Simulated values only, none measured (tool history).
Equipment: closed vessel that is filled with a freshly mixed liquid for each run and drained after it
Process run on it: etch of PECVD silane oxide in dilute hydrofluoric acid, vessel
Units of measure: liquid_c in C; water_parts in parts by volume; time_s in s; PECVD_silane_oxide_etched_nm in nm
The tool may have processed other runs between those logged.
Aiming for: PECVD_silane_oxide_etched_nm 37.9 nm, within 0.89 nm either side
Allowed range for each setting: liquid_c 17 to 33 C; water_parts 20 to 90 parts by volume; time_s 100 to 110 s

{"run": 1, "hour": 0.0, "liquid_c": 25, "water_parts": 50, "time_s": 100, "PECVD_silane_oxide_etched_nm": 41.451}
{"run": 2, "hour": 8.7, "liquid_c": 24.5, "water_parts": 50, "time_s": 100, "PECVD_silane_oxide_etched_nm": 40.693}
{"run": 3, "hour": 16.7, "liquid_c": 24.5, "water_parts": 50, "time_s": 110, "PECVD_silane_oxide_etched_nm": 44.595}
{"run": 4, "hour": 22.1, "liquid_c": 24, "water_parts": 50, "time_s": 110, "PECVD_silane_oxide_etched_nm": 43.89}
{"run": 5, "hour": 25.4, "liquid_c": 27, "water_parts": 50, "time_s": 110, "PECVD_silane_oxide_etched_nm": 50.055}
{"run": 6, "hour": 29.8, "liquid_c": 26, "water_parts": 50, "time_s": 110, "PECVD_silane_oxide_etched_nm": 48.34}
{"run": 7, "hour": 35.2, "liquid_c": 25, "water_parts": 50, "time_s": 110, "PECVD_silane_oxide_etched_nm": 46.135}
{"run": 8, "hour": 40.9, "liquid_c": 24, "water_parts": 50, "time_s": 110, "PECVD_silane_oxide_etched_nm": 43.498}
{"hour": 48.3, "done": "hydrofluoric acid flow meter replaced"}
{"run": 9, "hour": 48.3, "liquid_c": 20.5, "water_parts": 50, "time_s": 110, "PECVD_silane_oxide_etched_nm": 43.501}

4 next moves are on the table. One of them brings every result within its allowed miss. Which?
{"run": "A", "hour": 55.7, "liquid_c": 18.5, "water_parts": 50, "time_s": 110, "PECVD_silane_oxide_etched_nm": "?"}
{"run": "B", "hour": 55.7, "liquid_c": 19.5, "water_parts": 55, "time_s": 110, "PECVD_silane_oxide_etched_nm": "?"}
{"run": "C", "hour": 55.7, "liquid_c": 19, "water_parts": 40, "time_s": 105, "PECVD_silane_oxide_etched_nm": "?"}
{"run": "D", "hour": 55.7, "liquid_c": 17.5, "water_parts": 35, "time_s": 110, "PECVD_silane_oxide_etched_nm": "?"}

move=A PECVD_silane_oxide_etched_nm=39.453
move=B PECVD_silane_oxide_etched_nm=37.214
move=C PECVD_silane_oxide_etched_nm=48.664
move=D PECVD_silane_oxide_etched_nm=54.906
A: closer than the last run, but not yet in spec
B: each result inside its tolerance
C: moves away from the targets compared with the last run
D: moves away from the targets compared with the last run
Answer: B

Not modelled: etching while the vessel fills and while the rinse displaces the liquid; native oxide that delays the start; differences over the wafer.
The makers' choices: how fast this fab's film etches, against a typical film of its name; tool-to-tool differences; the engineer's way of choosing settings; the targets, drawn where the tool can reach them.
